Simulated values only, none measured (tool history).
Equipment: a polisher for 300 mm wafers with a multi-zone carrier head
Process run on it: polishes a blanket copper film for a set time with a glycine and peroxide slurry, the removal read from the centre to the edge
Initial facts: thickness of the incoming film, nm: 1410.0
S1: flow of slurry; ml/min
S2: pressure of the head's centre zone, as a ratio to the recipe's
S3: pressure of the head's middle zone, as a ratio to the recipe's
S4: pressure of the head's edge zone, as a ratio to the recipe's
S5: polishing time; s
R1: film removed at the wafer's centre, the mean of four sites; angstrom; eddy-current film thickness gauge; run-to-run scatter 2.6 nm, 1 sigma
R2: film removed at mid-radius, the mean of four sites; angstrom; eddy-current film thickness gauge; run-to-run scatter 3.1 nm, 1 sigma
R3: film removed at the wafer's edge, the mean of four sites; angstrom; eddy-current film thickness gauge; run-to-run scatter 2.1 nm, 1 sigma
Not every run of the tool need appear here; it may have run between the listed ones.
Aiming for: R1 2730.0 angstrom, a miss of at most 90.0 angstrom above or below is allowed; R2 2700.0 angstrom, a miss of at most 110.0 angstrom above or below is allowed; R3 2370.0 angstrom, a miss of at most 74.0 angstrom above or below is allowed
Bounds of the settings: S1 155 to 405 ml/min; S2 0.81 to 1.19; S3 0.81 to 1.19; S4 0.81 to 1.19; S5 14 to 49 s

run    day   S1    S2    S3    S4  S5      R1      R2      R3
  1  0.000  260  1.00  1.00  1.00  31  1702.4  1686.4  1674.2
  2  0.217  260  1.00  1.06  1.00  31  1699.8  1766.4  1668.4
  3  0.546  260  1.00  1.06  1.00  35  1925.3  1984.4  1889.5
  4  0.825  260  0.95  1.06  1.00  35  1833.4  2040.7  1888.9
  5  1.088  260  0.95  1.01  1.00  35  1811.0  1884.0  1917.6
  6  1.350  260  0.95  1.01  1.00  40  2119.3  2168.7  2185.4
  7  1.433  265  0.97  1.03  1.01  40  2127.4  2213.3  2185.9
  8  1.796  265  0.99  1.05  1.01  41  2220.0  2331.6  2204.3
  9  2.000  265  1.01  1.06  1.01  42  2353.0  2409.8  2281.4

Below are 4 possible settings for the next run. Only one of them brings all results inside the allowed miss of their targets. Which is it?
  A  2.204  270  0.96  1.11  1.02  39   ?   ?   ?
  B  2.204  250  1.11  1.14  0.97  45   ?   ?   ?
  C  2.204  250  1.17  1.08  0.87  45   ?   ?   ?
  D  2.204  270  1.19  0.97  1.07  42   ?   ?   ?

move      R1      R2      R3
   A  2112.2  2275.6  2096.7
   B  2797.2  2663.6  2346.4
   C  2948.1  2542.5  2232.8
   D  2821.3  2182.8  2316.2
A: misses by more than the last run did
B: all results in spec
C: pushes the last run's worst result past its target
D: pushes the last run's worst result past its target
Go with B: it meets all targets.
